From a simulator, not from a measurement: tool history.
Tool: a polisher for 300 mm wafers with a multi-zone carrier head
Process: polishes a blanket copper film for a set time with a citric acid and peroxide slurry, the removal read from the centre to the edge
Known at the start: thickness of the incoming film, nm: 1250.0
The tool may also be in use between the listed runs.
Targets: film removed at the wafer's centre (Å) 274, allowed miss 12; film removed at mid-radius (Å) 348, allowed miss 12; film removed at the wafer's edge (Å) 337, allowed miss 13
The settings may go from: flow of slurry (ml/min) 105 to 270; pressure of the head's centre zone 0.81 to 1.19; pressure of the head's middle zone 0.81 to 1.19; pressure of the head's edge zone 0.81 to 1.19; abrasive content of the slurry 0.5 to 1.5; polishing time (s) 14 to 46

run	hour	flow of slurry (ml/min)	pressure of the head's centre zone	pressure of the head's middle zone	pressure of the head's edge zone	abrasive content of the slurry	polishing time (s)	film removed at the wafer's centre (Å)	film removed at mid-radius (Å)	film removed at the wafer's edge (Å)
1	0	175	1	1	1	1	30	600.24	609.73	629.73
2	6.1	175	1	0.93	1	1	30	607.52	580.54	615.65
3	8.7	170	0.98	0.94	0.99	0.95	28	559.35	534.58	576.44
4	17.1	160	0.96	0.97	0.97	0.9	26	489.25	497.92	521.84
5	24.3	160	0.96	1.01	0.97	0.9	26	497.72	510.73	516.33
6	31.7	155	0.94	1.03	0.98	0.85	25	447.24	504.1	487.3
7	37	150	0.93	1.02	0.98	0.8	24	415.02	470.29	457.98
8	41.6	150	0.93	1.02	0.98	0.8	24	423.99	463.2	464.94
9	50.2	145	0.92	1.03	0.98	0.75	23	395.85	443.28	430.04
10	52.3	140	0.91	1.03	0.99	0.7	22	368.69	416.46	407.78
11	59.3	135	0.9	1.03	0.99	0.7	22	362.68	409.78	410.48
12	63.2	135	0.89	1.03	0.99	0.7	22	345.52	415.09	411.28
13	70.8	135	0.88	1.03	0.98	0.65	22	339.33	408.46	397.98
14	79.6	135	0.87	1.02	0.97	0.65	22	332.05	406.91	400.89
15	87.5	135	0.87	1.02	0.96	0.65	22	338.81	404.42	390.67
16	92.4	130	0.86	1.02	0.96	0.65	22	330.81	399.49	397.28

Which of these 4 next moves meets every target?
A	97.3	145	0.83	1.18	1	0.55	19	?	?	?
B	97.3	120	0.81	1.12	0.93	0.6	18	?	?	?
C	97.3	180	0.83	1.04	0.98	0.65	18	?	?	?
D	97.3	105	0.88	0.97	1.1	0.7	28	?	?	?

move	film removed at the wafer's centre (Å)	film removed at mid-radius (Å)	film removed at the wafer's edge (Å)
A	279.98	390.86	334.5
B	253.52	348.54	306.16
C	284.12	354.81	333.26
D	428.97	482.05	517.73
A: brings the result that was furthest off to its target, and leaves another outside
B: takes the result that was furthest off past its target
C: meets every target
D: further off than the last run
The right move is C.
